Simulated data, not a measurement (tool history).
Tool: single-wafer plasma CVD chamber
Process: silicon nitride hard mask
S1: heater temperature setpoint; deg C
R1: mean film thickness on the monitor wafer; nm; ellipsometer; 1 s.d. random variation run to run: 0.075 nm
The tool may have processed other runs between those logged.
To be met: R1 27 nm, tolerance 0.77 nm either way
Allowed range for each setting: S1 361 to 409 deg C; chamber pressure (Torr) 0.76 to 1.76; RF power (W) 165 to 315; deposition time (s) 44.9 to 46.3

{"run": 1, "hour": 0.0, "S1": 385, "chamber pressure (Torr)": 1.26, "RF power (W)": 240, "deposition time (s)": 44.9, "R1": 40.969}
{"run": 2, "hour": 1.6, "S1": 387, "chamber pressure (Torr)": 1.21, "RF power (W)": 230, "deposition time (s)": 44.9, "R1": 38.865}
{"run": 3, "hour": 5.2, "S1": 391, "chamber pressure (Torr)": 1.21, "RF power (W)": 230, "deposition time (s)": 44.9, "R1": 38.829}
{"run": 4, "hour": 6.7, "S1": 391, "chamber pressure (Torr)": 1.08, "RF power (W)": 230, "deposition time (s)": 44.9, "R1": 37.153}
{"run": 5, "hour": 15.6, "S1": 392, "chamber pressure (Torr)": 1.05, "RF power (W)": 225, "deposition time (s)": 44.9, "R1": 36.192}
{"run": 6, "hour": 23.7, "S1": 398, "chamber pressure (Torr)": 1.05, "RF power (W)": 225, "deposition time (s)": 44.9, "R1": 35.872}
{"run": 7, "hour": 30.8, "S1": 398, "chamber pressure (Torr)": 1.05, "RF power (W)": 225, "deposition time (s)": 44.9, "R1": 35.941}
{"run": 8, "hour": 37.1, "S1": 399, "chamber pressure (Torr)": 1.02, "RF power (W)": 220, "deposition time (s)": 44.9, "R1": 34.689}
{"run": 9, "hour": 38.3, "S1": 399, "chamber pressure (Torr)": 0.99, "RF power (W)": 215, "deposition time (s)": 44.9, "R1": 33.399}
{"run": 10, "hour": 46.7, "S1": 400, "chamber pressure (Torr)": 0.76, "RF power (W)": 175, "deposition time (s)": 44.9, "R1": 23.49}
{"run": 11, "hour": 54.7, "S1": 400, "chamber pressure (Torr)": 0.78, "RF power (W)": 175, "deposition time (s)": 44.9, "R1": 23.887}
{"run": 12, "hour": 57.2, "S1": 400, "chamber pressure (Torr)": 0.8, "RF power (W)": 175, "deposition time (s)": 44.9, "R1": 24.124}
{"run": 13, "hour": 58.4, "S1": 400, "chamber pressure (Torr)": 0.8, "RF power (W)": 175, "deposition time (s)": 44.9, "R1": 24.076}
{"run": 14, "hour": 62.5, "S1": 400, "chamber pressure (Torr)": 0.82, "RF power (W)": 175, "deposition time (s)": 44.9, "R1": 24.399}
{"run": 15, "hour": 63.4, "S1": 400, "chamber pressure (Torr)": 0.84, "RF power (W)": 175, "deposition time (s)": 44.9, "R1": 24.63}
{"run": 16, "hour": 64.0, "S1": 400, "chamber pressure (Torr)": 0.86, "RF power (W)": 175, "deposition time (s)": 44.9, "R1": 24.811}
{"run": 17, "hour": 70.4, "S1": 400, "chamber pressure (Torr)": 0.88, "RF power (W)": 175, "deposition time (s)": 44.9, "R1": 25.047}
{"run": 18, "hour": 72.9, "S1": 400, "chamber pressure (Torr)": 0.89, "RF power (W)": 175, "deposition time (s)": 44.9, "R1": 25.171}
{"run": 19, "hour": 77.4, "S1": 400, "chamber pressure (Torr)": 0.89, "RF power (W)": 175, "deposition time (s)": 44.9, "R1": 25.231}
{"run": 20, "hour": 82.7, "S1": 400, "chamber pressure (Torr)": 0.9, "RF power (W)": 175, "deposition time (s)": 44.9, "R1": 25.331}

Pick the move, out of 5, that brings all results within their allowed miss; only one does.
{"run": "A", "hour": 88.0, "S1": 390, "chamber pressure (Torr)": 0.79, "RF power (W)": 175, "deposition time (s)": 45.9, "R1": "?"}
{"run": "B", "hour": 88.0, "S1": 409, "chamber pressure (Torr)": 0.95, "RF power (W)": 170, "deposition time (s)": 45.5, "R1": "?"}
{"run": "C", "hour": 88.0, "S1": 396, "chamber pressure (Torr)": 0.83, "RF power (W)": 185, "deposition time (s)": 46.3, "R1": "?"}
{"run": "D", "hour": 88.0, "S1": 409, "chamber pressure (Torr)": 1.11, "RF power (W)": 165, "deposition time (s)": 45.2, "R1": "?"}
{"run": "E", "hour": 88.0, "S1": 409, "chamber pressure (Torr)": 0.87, "RF power (W)": 165, "deposition time (s)": 46.3, "R1": "?"}

move=A R1=24.687
move=B R1=25.249
move=C R1=27.159
move=D R1=25.508
move=E R1=23.8
A: lands further from the targets than the last run did
B: just as far off the targets as the last run
C: every result within its allowed miss
D: gains on the last run, yet a result remains outside its allowed miss
E: lands further from the targets than the last run did
C meets every target.
